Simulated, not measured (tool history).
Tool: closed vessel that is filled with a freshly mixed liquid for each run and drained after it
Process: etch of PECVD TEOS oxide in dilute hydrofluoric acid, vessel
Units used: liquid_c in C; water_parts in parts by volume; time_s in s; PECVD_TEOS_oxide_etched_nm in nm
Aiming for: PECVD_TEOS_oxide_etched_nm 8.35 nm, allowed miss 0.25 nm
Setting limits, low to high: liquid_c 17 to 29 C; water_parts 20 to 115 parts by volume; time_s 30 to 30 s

run    day  liquid_c  water_parts  time_s  PECVD_TEOS_oxide_etched_nm
  1      0        21           65      30                      5.3122
  2  0.179      22.5           65      30                      5.5591
  3  0.375      22.5           65      30                      5.7109
  4  0.512        20           65      30                      5.0836
  5  0.817        20           75      30                      4.2742
  6  0.921      21.5           70      30                      5.0642
  7  0.992        23           70      30                      5.3209
  8  1.117        24           70      30                      5.5492
  9  1.467        25           70      30                      5.7403
 10  1.542      25.5           65      30                      6.2404
 11  1.821        29           50      30                      9.7193
 12  2.133      28.5           50      30                      9.5297
 13  2.208        28           50      30                      9.3324
 14  2.575      27.5           50      30                      9.2678
 15  2.738        27           50      30                      8.9929
 16  2.792      26.5           50      30                      8.8044
 17   2.85      26.5           50      30                      8.6189
 18  3.038        26           50      30                      8.7245

Which single option among these 5 for the next run brings every result within its allowed miss of target? Just one does.
  A  3.225      25.5           50      30                           ?
  B  3.225      27.5           50      30                           ?
  C  3.225        26           55      30                           ?
  D  3.225      26.5           55      30                           ?
  E  3.225      26.5           50      30                           ?

move  PECVD_TEOS_oxide_etched_nm
   A                      8.3495
   B                      9.0512
   C                      7.6925
   D                      7.8489
   E                      8.6947
A: hits every target within its allowed miss
B: misses by more than the last run did
C: moves the result that the last run missed by most past its target, out the other side
D: moves the result that the last run missed by most past its target, out the other side
E: closer than the last run, but not yet in spec
Correct choice: A, which meets every target

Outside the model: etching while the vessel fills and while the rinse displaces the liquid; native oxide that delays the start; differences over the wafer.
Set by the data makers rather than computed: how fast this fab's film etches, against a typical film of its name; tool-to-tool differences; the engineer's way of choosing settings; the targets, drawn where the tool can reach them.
